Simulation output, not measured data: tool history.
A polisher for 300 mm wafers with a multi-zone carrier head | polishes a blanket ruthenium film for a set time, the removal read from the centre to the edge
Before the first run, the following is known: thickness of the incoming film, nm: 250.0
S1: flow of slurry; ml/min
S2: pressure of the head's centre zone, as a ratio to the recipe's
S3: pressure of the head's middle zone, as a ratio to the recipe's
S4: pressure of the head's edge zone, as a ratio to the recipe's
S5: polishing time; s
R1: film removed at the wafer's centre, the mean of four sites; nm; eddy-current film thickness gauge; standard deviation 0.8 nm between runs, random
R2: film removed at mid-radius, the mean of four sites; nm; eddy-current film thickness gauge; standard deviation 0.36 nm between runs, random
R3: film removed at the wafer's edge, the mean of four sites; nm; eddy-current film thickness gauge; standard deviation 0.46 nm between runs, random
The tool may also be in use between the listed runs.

run	hour	S1	S2	S3	S4	S5	R1	R2	R3
1	0	260	1	1	1	70	58.315	60.22	58.613
2	4.5	260	1	1	1	62	50.361	53.099	50.368
3	5.3	260	1	1	1	69	58.311	58.976	57.251
4	14	260	1	1	1	81	66.844	70.603	67.021
5	16.5	255	1.01	0.97	0.97	78	66.662	64.802	63.594
# hour 21.8: slurry nozzle cleaned
6	21.8	315	1.01	0.97	0.97	78	70.711	68.806	65.468
7	29.7	245	1.03	0.87	0.87	65	55.405	51.733	51.843

Expected results for the next run?
8	34.4	240	1.04	0.86	0.87	65	?	?	?

{"run 8": {"R1": 57.45, "R2": 50.802, "R3": 52.606}}

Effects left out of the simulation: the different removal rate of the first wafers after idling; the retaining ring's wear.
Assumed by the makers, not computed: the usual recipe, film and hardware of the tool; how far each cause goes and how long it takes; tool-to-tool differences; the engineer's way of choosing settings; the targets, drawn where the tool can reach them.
